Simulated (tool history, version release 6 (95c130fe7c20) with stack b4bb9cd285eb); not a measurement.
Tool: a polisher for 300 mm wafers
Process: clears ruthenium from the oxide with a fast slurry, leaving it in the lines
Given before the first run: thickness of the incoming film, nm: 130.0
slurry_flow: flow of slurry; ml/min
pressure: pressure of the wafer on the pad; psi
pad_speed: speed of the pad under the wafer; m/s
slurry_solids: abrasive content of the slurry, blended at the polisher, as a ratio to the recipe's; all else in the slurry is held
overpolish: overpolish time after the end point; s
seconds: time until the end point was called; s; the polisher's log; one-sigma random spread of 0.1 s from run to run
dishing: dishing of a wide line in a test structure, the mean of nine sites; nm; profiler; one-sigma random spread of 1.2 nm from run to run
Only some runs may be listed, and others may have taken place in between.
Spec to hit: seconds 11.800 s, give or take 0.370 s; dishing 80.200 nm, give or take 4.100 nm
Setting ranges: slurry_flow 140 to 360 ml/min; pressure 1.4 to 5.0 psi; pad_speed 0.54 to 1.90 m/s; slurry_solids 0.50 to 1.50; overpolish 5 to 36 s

run	hour	slurry_flow	pressure	pad_speed	slurry_solids	overpolish	seconds	dishing
1	0.0	230	3.2	1.22	1.00	18	24.561	53.548
2	8.0	230	3.2	1.22	1.20	18	22.086	57.088
3	11.4	230	3.5	1.24	1.20	18	19.864	61.023
4	12.6	230	3.5	1.04	1.20	18	23.701	56.448
5	19.4	260	3.5	1.04	1.20	18	23.255	56.705
6	22.5	260	3.5	0.78	1.20	18	31.231	47.008
7	25.6	275	4.4	1.12	1.20	17	17.247	63.401
8	27.7	275	4.5	1.16	1.20	17	16.596	64.984
9	30.7	275	4.6	1.20	1.20	17	15.641	65.946
10	38.2	275	4.7	1.24	1.20	17	14.862	68.801
11	41.1	275	4.8	1.28	1.20	17	13.954	69.301
# hour 43.8: slurry nozzle cleaned
12	43.8	275	4.8	1.30	1.20	17	12.811	71.167
13	46.3	275	4.8	1.30	1.20	18	12.850	72.038
14	47.3	275	4.8	1.30	1.20	19	12.766	72.402
15	52.4	275	4.8	1.30	1.20	20	12.734	73.483

Pick the move, out of 5, that brings all results within their allowed miss; only one does.
A	57.5	295	4.3	1.34	1.30	29	?	?
B	57.5	265	5.0	1.46	0.95	31	?	?
C	57.5	250	4.9	1.38	1.20	28	?	?
D	57.5	265	4.8	1.26	1.25	31	?	?
E	57.5	290	4.9	1.28	1.20	28	?	?

move	seconds	dishing
A	12.969	78.789
B	12.612	79.594
C	11.801	79.315
D	12.786	79.489
E	12.501	78.805
A: misses by more than the last run did
B: nearer the targets than the last run, but a result is still out of spec
C: hits every target within its allowed miss
D: misses by more than the last run did
E: nearer the targets than the last run, but a result is still out of spec
C meets every target.
